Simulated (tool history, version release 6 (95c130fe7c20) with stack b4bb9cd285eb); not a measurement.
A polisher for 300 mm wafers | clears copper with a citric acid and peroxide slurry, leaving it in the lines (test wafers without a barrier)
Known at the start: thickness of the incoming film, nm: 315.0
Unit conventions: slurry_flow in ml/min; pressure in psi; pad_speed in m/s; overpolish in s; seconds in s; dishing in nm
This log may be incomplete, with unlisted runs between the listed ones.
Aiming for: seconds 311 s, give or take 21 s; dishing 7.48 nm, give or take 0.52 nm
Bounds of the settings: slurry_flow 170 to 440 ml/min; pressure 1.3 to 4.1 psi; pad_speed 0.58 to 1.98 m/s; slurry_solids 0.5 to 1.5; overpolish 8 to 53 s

run	day	slurry_flow	pressure	pad_speed	slurry_solids	overpolish	seconds	dishing
1	0	280	2.7	1.28	1	27	151.24	39.368
2	0.312	275	2.5	1.18	1	24	176.69	33.409
3	0.425	300	2.3	1.1	0.9	21	208.72	26.505
4	0.771	320	2.1	1.06	0.85	19	236.55	21.619
5	0.804	340	2	1.06	0.8	17	245.29	18.823
6	1.033	355	1.9	1.06	0.75	16	250.02	16.909
7	1.358	370	1.8	1.04	0.7	15	277.16	14.927
8	1.383	380	1.7	1.04	0.65	14	294.24	13.127
9	1.425	390	1.6	1.06	0.65	13	306.43	11.732

Of the 4 settings listed for the next run, only one would bring every result within its allowed miss of target. Which one?
A	1.467	330	2.1	1	0.5	8	?	?
B	1.467	425	1.7	0.96	0.65	8	?	?
C	1.467	440	1.5	1.28	0.8	8	?	?
D	1.467	420	1.3	1	0.7	8	?	?

move	seconds	dishing
A	269.96	8.4961
B	315.44	7.3094
C	255.58	8.8883
D	373.81	6.1952
A: better than the last run, though not everything is in spec
B: hits every target within its allowed miss
C: better than the last run, though not everything is in spec
D: carries the result that was furthest off beyond its target, to the other side
The right move is B.
